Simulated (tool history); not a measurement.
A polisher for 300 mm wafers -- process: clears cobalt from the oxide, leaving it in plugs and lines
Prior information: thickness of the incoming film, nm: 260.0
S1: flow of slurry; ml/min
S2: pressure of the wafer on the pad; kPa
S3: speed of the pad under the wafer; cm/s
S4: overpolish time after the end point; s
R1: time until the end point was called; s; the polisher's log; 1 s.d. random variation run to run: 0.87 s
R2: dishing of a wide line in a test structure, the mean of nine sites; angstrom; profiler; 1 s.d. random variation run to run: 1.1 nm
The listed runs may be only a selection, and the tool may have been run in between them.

run 1 day=0.000 | S1=145 S2=11.7 S3=86 S4=30 | R1=76.617 R2=501.48
run 2 day=0.171 | S1=145 S2=11.7 S3=86 S4=22 | R1=79.274 R2=426.54
run 3 day=0.254 | S1=140 S2=11.0 S3=86 S4=24 | R1=81.619 R2=444.57
run 4 day=0.279 | S1=140 S2=10.3 S3=86 S4=25 | R1=86.733 R2=447.41
run 5 day=0.404 | S1=140 S2=13.1 S3=86 S4=25 | R1=70.760 R2=482.60
run 6 day=0.579 | S1=140 S2=13.1 S3=72 S4=25 | R1=82.852 R2=436.96

What does the tool deliver on the next run?
run 7 day=0.725 | S1=135 S2=13.1 S3=72 S4=26 | R1=? R2=?

{"run 7": {"R1": 84.281, "R2": 461.65}}
